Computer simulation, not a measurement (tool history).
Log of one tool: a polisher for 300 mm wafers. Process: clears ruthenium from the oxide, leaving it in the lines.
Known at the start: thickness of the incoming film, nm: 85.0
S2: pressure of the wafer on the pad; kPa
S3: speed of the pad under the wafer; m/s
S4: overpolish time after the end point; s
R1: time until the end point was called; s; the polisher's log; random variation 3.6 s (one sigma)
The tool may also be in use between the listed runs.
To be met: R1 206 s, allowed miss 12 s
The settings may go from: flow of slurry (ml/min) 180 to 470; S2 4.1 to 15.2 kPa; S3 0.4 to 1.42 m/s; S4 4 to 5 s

run 1 hour=0 | flow_of_slurry_(ml/min)=300 S2=9.7 S3=0.9 S4=5 | R1=132.76
run 2 hour=1.2 | flow_of_slurry_(ml/min)=300 S2=8.3 S3=0.88 S4=5 | R1=158.96
run 3 hour=6.1 | flow_of_slurry_(ml/min)=300 S2=8.3 S3=0.88 S4=4 | R1=163.07
run 4 hour=9.7 | flow_of_slurry_(ml/min)=325 S2=8.3 S3=0.88 S4=4 | R1=157.28
run 5 hour=11.4 | flow_of_slurry_(ml/min)=320 S2=7.6 S3=0.88 S4=4 | R1=171.83
run 6 hour=18.7 | flow_of_slurry_(ml/min)=320 S2=6.9 S3=0.88 S4=4 | R1=181.41
run 7 hour=26.9 | flow_of_slurry_(ml/min)=320 S2=5.5 S3=0.86 S4=4 | R1=237.95
run 8 hour=35 | flow_of_slurry_(ml/min)=325 S2=5.5 S3=0.86 S4=4 | R1=242.5

5 next moves are on the table. One of them brings every result within its allowed miss. Which?
run A hour=43.1 | flow_of_slurry_(ml/min)=305 S2=4.8 S3=0.76 S4=4 | R1=?
run B hour=43.1 | flow_of_slurry_(ml/min)=310 S2=5.5 S3=1 S4=4 | R1=?
run C hour=43.1 | flow_of_slurry_(ml/min)=305 S2=4.8 S3=0.7 S4=4 | R1=?
run D hour=43.1 | flow_of_slurry_(ml/min)=185 S2=6.2 S3=0.76 S4=4 | R1=?
run E hour=43.1 | flow_of_slurry_(ml/min)=245 S2=5.5 S3=0.66 S4=5 | R1=?

move=A R1=296.82
move=B R1=203.69
move=C R1=319.37
move=D R1=250
move=E R1=303.83
A: further off than the last run
B: meets every target
C: further off than the last run
D: further off than the last run
E: further off than the last run
The right move is B.

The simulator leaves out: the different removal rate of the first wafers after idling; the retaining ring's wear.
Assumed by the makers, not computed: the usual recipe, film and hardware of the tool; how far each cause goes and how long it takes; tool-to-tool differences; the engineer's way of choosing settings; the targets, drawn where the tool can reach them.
